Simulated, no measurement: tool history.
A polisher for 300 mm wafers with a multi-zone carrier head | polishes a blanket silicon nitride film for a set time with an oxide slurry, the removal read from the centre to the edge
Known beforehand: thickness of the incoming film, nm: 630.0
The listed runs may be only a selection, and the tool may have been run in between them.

run  hour  flow of slurry (ml/min)  pressure of the head's centre zone  pressure of the head's middle zone  pressure of the head's edge zone  abrasive content of the slurry  polishing time (s)  film removed at the wafer's centre (angstrom)  film removed at mid-radius (angstrom)  film removed at the wafer's edge (angstrom)
  1   0.0                      255                                1.00                                1.00                              1.00                            1.00                  87                                         656.01                                 614.69                                       619.17
  2   4.6                      270                                1.04                                1.01                              1.03                            1.05                  87                                         695.42                                 642.74                                       648.90
  3  11.2                      280                                1.08                                1.01                              1.04                            1.05                  87                                         715.25                                 645.62                                       649.18
  4  13.0                      285                                1.11                                1.01                              1.05                            1.05                  87                                         750.53                                 652.17                                       658.31
  5  13.5                      295                                1.13                                1.01                              1.06                            1.05                  87                                         754.23                                 643.10                                       657.49
  6  22.1                      295                                1.10                                1.01                              1.06                            1.05                  87                                         741.77                                 638.24                                       660.74
  7  28.2                      300                                1.12                                1.02                              1.07                            1.05                  87                                         772.27                                 651.19                                       667.24
  8  29.9                      300                                1.12                                1.02                              1.07                            1.05                  87                                         751.44                                 646.03                                       668.45
  9  30.4                      305                                1.14                                1.03                              1.07                            1.05                  87                                         774.19                                 649.53                                       672.44
 10  35.1                      310                                1.15                                1.04                              1.07                            1.05                  87                                         776.31                                 669.50                                       666.14
 11  42.0                      310                                1.15                                1.04                              1.07                            1.05                  87                                         790.21                                 666.97                                       667.62

Forecast run 12:
 12  45.9                      315                                1.15                                1.04                              1.08                            1.05                  87                                              ?                                      ?                                            ?

{"run 12": {"film removed at the wafer's centre (angstrom)": 788.01, "film removed at mid-radius (angstrom)": 674.2, "film removed at the wafer's edge (angstrom)": 673.03}}
